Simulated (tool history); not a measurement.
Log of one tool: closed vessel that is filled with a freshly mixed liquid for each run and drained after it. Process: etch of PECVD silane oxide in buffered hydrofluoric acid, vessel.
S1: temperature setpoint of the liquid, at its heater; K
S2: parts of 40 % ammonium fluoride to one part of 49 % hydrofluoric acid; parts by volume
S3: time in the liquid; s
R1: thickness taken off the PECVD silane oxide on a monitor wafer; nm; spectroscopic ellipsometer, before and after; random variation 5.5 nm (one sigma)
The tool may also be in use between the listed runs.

run	hour	S1	S2	S3	R1
1	0.0	298.15	8.0	95	316.52
2	5.8	299.15	7.5	95	348.24
3	9.6	300.15	7.0	95	403.96
4	13.4	300.15	7.0	105	446.81
5	20.7	300.15	7.0	95	402.43
6	21.9	301.15	7.0	95	425.53
7	25.3	301.65	7.0	95	432.90
8	27.7	302.15	7.0	95	446.50
9	35.1	302.65	7.0	95	456.22

The next listed run, before its measurement:
10	43.1	303.15	7.0	95	?

Run 10 gave R1 473.41 nm.
